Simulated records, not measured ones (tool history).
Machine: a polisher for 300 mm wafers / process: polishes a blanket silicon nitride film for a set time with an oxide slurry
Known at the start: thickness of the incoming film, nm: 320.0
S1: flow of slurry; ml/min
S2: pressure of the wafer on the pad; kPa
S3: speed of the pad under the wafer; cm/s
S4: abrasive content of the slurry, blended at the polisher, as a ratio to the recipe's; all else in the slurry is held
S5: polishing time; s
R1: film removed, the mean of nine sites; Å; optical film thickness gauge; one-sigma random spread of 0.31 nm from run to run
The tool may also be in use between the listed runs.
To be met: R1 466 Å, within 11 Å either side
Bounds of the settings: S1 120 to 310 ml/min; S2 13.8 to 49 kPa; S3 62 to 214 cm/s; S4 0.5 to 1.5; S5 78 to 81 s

run 1 hour=0 | S1=200 S2=31 S3=138 S4=1 S5=78 | R1=685.61
run 2 hour=2.4 | S1=195 S2=29 S3=138 S4=1 S5=78 | R1=637.18
run 3 hour=11.4 | S1=195 S2=29 S3=138 S4=1.1 S5=78 | R1=654.73
run 4 hour=16.6 | S1=195 S2=29 S3=138 S4=1 S5=78 | R1=627.16
run 5 hour=25.4 | S1=195 S2=29 S3=138 S4=1.2 S5=78 | R1=683.15
run 6 hour=32.2 | S1=195 S2=22.1 S3=138 S4=1.2 S5=78 | R1=518.39
run 7 hour=36.9 | S1=190 S2=21.4 S3=138 S4=1.2 S5=78 | R1=508.15
run 8 hour=43.4 | S1=185 S2=21.4 S3=138 S4=1.2 S5=78 | R1=500.12
run 9 hour=51.9 | S1=180 S2=21.4 S3=138 S4=1.2 S5=78 | R1=495
run 10 hour=56.7 | S1=175 S2=21.4 S3=138 S4=1.2 S5=78 | R1=493.97
run 11 hour=60.2 | S1=170 S2=21.4 S3=138 S4=1.2 S5=78 | R1=500.7
run 12 hour=60.9 | S1=170 S2=21.4 S3=138 S4=1.2 S5=78 | R1=495.44
run 13 hour=65.4 | S1=165 S2=21.4 S3=138 S4=1.2 S5=78 | R1=495.61
run 14 hour=69.5 | S1=165 S2=21.4 S3=138 S4=1.2 S5=78 | R1=495.42

Consider the 5 candidate settings below. Which is the only one whose results all fall within their allowed miss of target?
run A hour=73.6 | S1=170 S2=22.1 S3=128 S4=1.25 S5=80 | R1=?
run B hour=73.6 | S1=170 S2=20 S3=130 S4=1.2 S5=81 | R1=?
run C hour=73.6 | S1=140 S2=17.9 S3=200 S4=1.15 S5=78 | R1=?
run D hour=73.6 | S1=160 S2=21.4 S3=136 S4=1.4 S5=78 | R1=?
run E hour=73.6 | S1=180 S2=29.6 S3=88 S4=1.3 S5=78 | R1=?

move=A R1=498.95
move=B R1=458.52
move=C R1=535.15
move=D R1=511.07
move=E R1=490.29
A: its largest miss is bigger than the last run's
B: every result within its allowed miss
C: its largest miss is bigger than the last run's
D: its largest miss is bigger than the last run's
E: nearer the targets than the last run, but a result is still out of spec
Answer: B
